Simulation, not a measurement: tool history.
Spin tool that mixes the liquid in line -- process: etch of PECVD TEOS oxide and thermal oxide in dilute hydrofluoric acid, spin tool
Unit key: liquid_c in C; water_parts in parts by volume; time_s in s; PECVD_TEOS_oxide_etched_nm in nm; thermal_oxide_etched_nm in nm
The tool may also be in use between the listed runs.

| run | hour | liquid_c | water_parts | time_s | PECVD_TEOS_oxide_etched_nm | thermal_oxide_etched_nm |
|---|---|---|---|---|---|---|
| 1 | 0 | 21 | 90 | 140 | 19.26 | 7.1398 |
| 2 | 5.2 | 19 | 90 | 140 | 18.122 | 6.5878 |
| 3 | 7.1 | 20 | 85 | 140 | 20.15 | 7.238 |
| 4 | 12.8 | 20 | 85 | 190 | 26.916 | 9.9336 |
| 5 | 14 | 21 | 85 | 190 | 28.274 | 10.378 |
| 6 | 18.8 | 22 | 85 | 190 | 28.846 | 10.764 |
| 7 | 23 | 22.5 | 85 | 190 | 30.137 | 10.999 |
| 8 | 27.8 | 23 | 85 | 190 | 30.73 | 11.206 |
| 9 | 33.4 | 23.5 | 85 | 190 | 31.454 | 11.392 |
| 10 | 34.5 | 24 | 85 | 190 | 32.328 | 11.676 |
| 11 | 39.8 | 24.5 | 85 | 190 | 32.267 | 11.84 |
| 12 | 47.4 | 25 | 85 | 190 | 33.686 | 12.044 |

What does the tool deliver on the next run?
| 13 | 53.3 | 26.5 | 80 | 190 | ? | ? |

PECVD_TEOS_oxide_etched_nm: 38.103 nm
thermal_oxide_etched_nm: 13.899 nm
